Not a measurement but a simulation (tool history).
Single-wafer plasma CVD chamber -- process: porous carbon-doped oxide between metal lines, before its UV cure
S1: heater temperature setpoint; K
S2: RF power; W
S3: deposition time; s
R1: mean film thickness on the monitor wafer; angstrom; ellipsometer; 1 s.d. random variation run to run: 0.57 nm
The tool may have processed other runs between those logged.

run,hour,S1,S2,S3,R1
1,0.0,548.15,395,62.3,3059.5
2,1.0,548.15,395,64.2,3137.9
3,4.7,553.15,395,64.2,3056.8
4,10.6,547.15,395,64.2,3163.2
5,14.2,547.15,395,64.2,3164.2
6,19.7,538.15,395,64.2,3327.7
7,27.8,542.15,390,64.2,3235.6
8,35.3,554.15,360,64.1,2869.2

What does the tool deliver on the next run?
9,42.4,555.15,360,64.1,?

R1: 2853.2 angstrom
